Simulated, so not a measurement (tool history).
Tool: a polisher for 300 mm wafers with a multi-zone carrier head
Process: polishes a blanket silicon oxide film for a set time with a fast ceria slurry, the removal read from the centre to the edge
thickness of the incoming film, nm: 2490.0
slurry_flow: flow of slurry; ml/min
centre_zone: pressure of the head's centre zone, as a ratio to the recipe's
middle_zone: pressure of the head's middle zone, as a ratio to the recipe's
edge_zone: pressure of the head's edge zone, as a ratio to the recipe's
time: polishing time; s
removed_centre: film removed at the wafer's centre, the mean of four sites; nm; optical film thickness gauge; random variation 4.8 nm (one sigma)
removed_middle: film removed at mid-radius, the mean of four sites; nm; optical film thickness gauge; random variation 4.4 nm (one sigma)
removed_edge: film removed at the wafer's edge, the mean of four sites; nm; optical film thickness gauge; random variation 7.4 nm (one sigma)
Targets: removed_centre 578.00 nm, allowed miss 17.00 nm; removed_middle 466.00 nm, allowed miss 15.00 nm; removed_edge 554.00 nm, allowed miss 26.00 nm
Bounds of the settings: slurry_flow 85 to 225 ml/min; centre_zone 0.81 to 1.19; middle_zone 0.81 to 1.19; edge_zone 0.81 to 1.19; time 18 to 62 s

| run | hour | slurry_flow | centre_zone | middle_zone | edge_zone | time | removed_centre | removed_middle | removed_edge |
|---|---|---|---|---|---|---|---|---|---|
| 1 | 0.0 | 145 | 1.00 | 1.00 | 1.00 | 40 | 452.04 | 447.41 | 454.98 |
| 2 | 3.4 | 145 | 1.00 | 0.94 | 1.00 | 40 | 450.97 | 427.14 | 449.56 |
| 3 | 4.6 | 150 | 1.01 | 0.93 | 1.02 | 40 | 454.44 | 427.83 | 461.60 |
| 4 | 7.2 | 155 | 1.03 | 0.92 | 1.03 | 40 | 471.13 | 416.33 | 458.86 |
| 5 | 14.3 | 160 | 1.04 | 0.92 | 1.05 | 40 | 484.49 | 429.73 | 465.67 |
| 6 | 16.9 | 160 | 1.04 | 0.97 | 1.05 | 40 | 475.82 | 444.00 | 472.87 |
| 7 | 20.5 | 165 | 1.05 | 0.96 | 1.07 | 40 | 491.34 | 444.63 | 472.30 |
| 8 | 23.3 | 165 | 1.05 | 0.86 | 1.17 | 46 | 549.06 | 466.33 | 567.38 |

4 next moves are on the table. One of them brings every result within its allowed miss. Which?
| A | 26.1 | 170 | 1.05 | 0.89 | 1.19 | 44 | ? | ? | ? |
| B | 26.1 | 185 | 1.03 | 0.87 | 1.19 | 44 | ? | ? | ? |
| C | 26.1 | 150 | 1.01 | 0.83 | 1.19 | 48 | ? | ? | ? |
| D | 26.1 | 170 | 1.09 | 0.87 | 1.10 | 46 | ? | ? | ? |

| move | removed_centre | removed_middle | removed_edge |
|---|---|---|---|
| A | 535.13 | 460.94 | 553.62 |
| B | 532.53 | 458.36 | 559.07 |
| C | 547.96 | 464.93 | 595.28 |
| D | 580.84 | 472.89 | 555.94 |
A: further off than the last run
B: further off than the last run
C: as far off as the last run
D: meets every target
Move D is the one to make.
